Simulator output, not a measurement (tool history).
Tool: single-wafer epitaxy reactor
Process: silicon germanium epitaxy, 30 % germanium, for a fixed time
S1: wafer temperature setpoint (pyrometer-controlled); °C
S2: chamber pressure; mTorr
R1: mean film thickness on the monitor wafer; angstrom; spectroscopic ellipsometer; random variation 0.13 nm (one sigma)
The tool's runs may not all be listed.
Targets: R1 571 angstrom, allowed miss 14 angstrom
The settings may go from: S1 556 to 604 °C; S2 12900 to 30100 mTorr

run  hour   S1     S2      R1
  1     0  580  21500  473.52
  2   7.8  580  25200  510.89
  3  12.4  571  25200  435.28
  4  19.5  571  27400  450.72
  5  24.1  571  24300  427.88
  6  27.4  571  22100  408.99
  7  35.9  574  22200  434.49
  8  39.2  586  22700  537.76
  9  41.2  586  22700  539.65
 10  43.6  587  22700  546.22
 11  48.3  587  22700  547.13

Which of these 5 next moves meets every target?
  A    53  589  19100   ?
  B    53  586  20400   ?
  C    53  580  25600   ?
  D    53  587  24500   ?
  E    53  597  19000   ?

move      R1
   A  523.76
   B  513.18
   C  513.49
   D  568.13
   E  598.34
A: further off than the last run
B: further off than the last run
C: further off than the last run
D: meets every target
E: takes the result that was furthest off past its target
The right move is D.
